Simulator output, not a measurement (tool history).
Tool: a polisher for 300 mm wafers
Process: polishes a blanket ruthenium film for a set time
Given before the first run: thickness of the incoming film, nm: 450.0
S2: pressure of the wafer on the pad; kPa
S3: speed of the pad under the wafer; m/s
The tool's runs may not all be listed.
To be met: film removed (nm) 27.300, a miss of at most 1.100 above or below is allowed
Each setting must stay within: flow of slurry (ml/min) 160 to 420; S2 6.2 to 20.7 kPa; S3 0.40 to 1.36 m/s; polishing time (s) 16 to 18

run 1 day=0.000 | flow_of_slurry_(ml/min)=270 S2=13.1 S3=0.88 polishing_time_(s)=18 | film_removed_(nm)=16.446
run 2 day=0.033 | flow_of_slurry_(ml/min)=215 S2=13.1 S3=0.88 polishing_time_(s)=18 | film_removed_(nm)=16.331
run 3 day=0.396 | flow_of_slurry_(ml/min)=215 S2=13.1 S3=0.88 polishing_time_(s)=16 | film_removed_(nm)=14.513
run 4 day=0.471 | flow_of_slurry_(ml/min)=215 S2=13.1 S3=0.88 polishing_time_(s)=16 | film_removed_(nm)=14.578
run 5 day=0.775 | flow_of_slurry_(ml/min)=215 S2=13.1 S3=0.88 polishing_time_(s)=18 | film_removed_(nm)=16.016
run 6 day=0.812 | flow_of_slurry_(ml/min)=215 S2=13.1 S3=0.68 polishing_time_(s)=18 | film_removed_(nm)=12.650
run 7 day=1.167 | flow_of_slurry_(ml/min)=220 S2=15.9 S3=0.72 polishing_time_(s)=18 | film_removed_(nm)=16.283
run 8 day=1.342 | flow_of_slurry_(ml/min)=225 S2=17.2 S3=0.76 polishing_time_(s)=18 | film_removed_(nm)=18.239
run 9 day=1.479 | flow_of_slurry_(ml/min)=230 S2=18.6 S3=0.82 polishing_time_(s)=18 | film_removed_(nm)=20.388
run 10 day=1.708 | flow_of_slurry_(ml/min)=235 S2=19.3 S3=0.88 polishing_time_(s)=18 | film_removed_(nm)=23.496
run 11 day=1.729 | flow_of_slurry_(ml/min)=240 S2=20.0 S3=0.90 polishing_time_(s)=18 | film_removed_(nm)=24.531
run 12 day=1.825 | flow_of_slurry_(ml/min)=240 S2=20.0 S3=0.92 polishing_time_(s)=18 | film_removed_(nm)=24.845

Which one of the following 4 next-run settings gets every result inside its allowed miss? There is exactly one.
run A day=1.921 | flow_of_slurry_(ml/min)=195 S2=20.7 S3=1.00 polishing_time_(s)=18 | film_removed_(nm)=?
run B day=1.921 | flow_of_slurry_(ml/min)=200 S2=17.9 S3=1.00 polishing_time_(s)=17 | film_removed_(nm)=?
run C day=1.921 | flow_of_slurry_(ml/min)=210 S2=20.0 S3=0.86 polishing_time_(s)=17 | film_removed_(nm)=?
run D day=1.921 | flow_of_slurry_(ml/min)=310 S2=13.8 S3=1.14 polishing_time_(s)=16 | film_removed_(nm)=?

move=A film_removed_(nm)=27.455
move=B film_removed_(nm)=22.895
move=C film_removed_(nm)=21.911
move=D film_removed_(nm)=20.349
A: every result within its allowed miss
B: its largest miss is bigger than the last run's
C: its largest miss is bigger than the last run's
D: its largest miss is bigger than the last run's
Go with A: it meets all targets.

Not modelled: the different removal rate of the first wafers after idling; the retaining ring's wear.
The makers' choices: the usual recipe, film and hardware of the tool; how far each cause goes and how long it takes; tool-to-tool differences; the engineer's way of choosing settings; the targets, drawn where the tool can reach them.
